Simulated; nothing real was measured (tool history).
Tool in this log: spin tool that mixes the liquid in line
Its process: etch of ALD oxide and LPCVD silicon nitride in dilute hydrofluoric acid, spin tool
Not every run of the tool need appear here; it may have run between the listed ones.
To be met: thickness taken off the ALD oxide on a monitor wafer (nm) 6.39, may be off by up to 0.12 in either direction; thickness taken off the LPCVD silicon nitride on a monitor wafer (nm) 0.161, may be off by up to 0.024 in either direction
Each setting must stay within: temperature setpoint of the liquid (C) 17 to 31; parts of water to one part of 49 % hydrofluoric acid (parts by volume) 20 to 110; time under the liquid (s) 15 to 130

run  hour  temperature setpoint of the liquid (C)  parts of water to one part of 49 % hydrofluoric acid (parts by volume)  time under the liquid (s)  thickness taken off the ALD oxide on a monitor wafer (nm)  thickness taken off the LPCVD silicon nitride on a monitor wafer (nm)
  1     0                                      23                                                                      60                         65                                                     20.626                                                                0.50848
  2   1.8                                      23                                                                      60                         45                                                     14.253                                                                0.34036
  3   5.1                                    21.5                                                                      70                         45                                                      11.18                                                                0.30457
  4   6.9                                    21.5                                                                      80                         45                                                       9.86                                                                0.24128
  5  14.6                                      20                                                                      85                         45                                                      8.619                                                                   0.23
  6  17.7                                      20                                                                      75                         45                                                     9.8574                                                                0.25154
  7  24.4                                      19                                                                      80                         45                                                     8.7846                                                                0.19726
  8  27.3                                      19                                                                      85                         45                                                      8.276                                                                 0.2086
  9  34.4                                    18.5                                                                      90                         45                                                     7.5752                                                                0.18496
 10  38.6                                      18                                                                      95                         45                                                     7.0102                                                                0.17106

Which of these 5 next moves meets every target?
  A  42.8                                    18.5                                                                      95                         40                                                          ?                                                                      ?
  B  42.8                                    24.5                                                                     110                         40                                                          ?                                                                      ?
  C  42.8                                      21                                                                     110                         45                                                          ?                                                                      ?
  D  42.8                                    20.5                                                                      95                         35                                                          ?                                                                      ?
  E  42.8                                      17                                                                      85                         45                                                          ?                                                                      ?

move  thickness taken off the ALD oxide on a monitor wafer (nm)  thickness taken off the LPCVD silicon nitride on a monitor wafer (nm)
   A                                                       6.34                                                                0.15445
   B                                                     6.8599                                                                 0.2002
   C                                                     6.7141                                                                0.17859
   D                                                     6.0263                                                                0.15499
   E                                                     7.5639                                                                0.17438
A: hits every target within its allowed miss
B: closes in on the targets versus the last run, not all within tolerance yet
C: closes in on the targets versus the last run, not all within tolerance yet
D: takes the result that was furthest off past its target
E: misses by more than the last run did
Move A is the one to make.
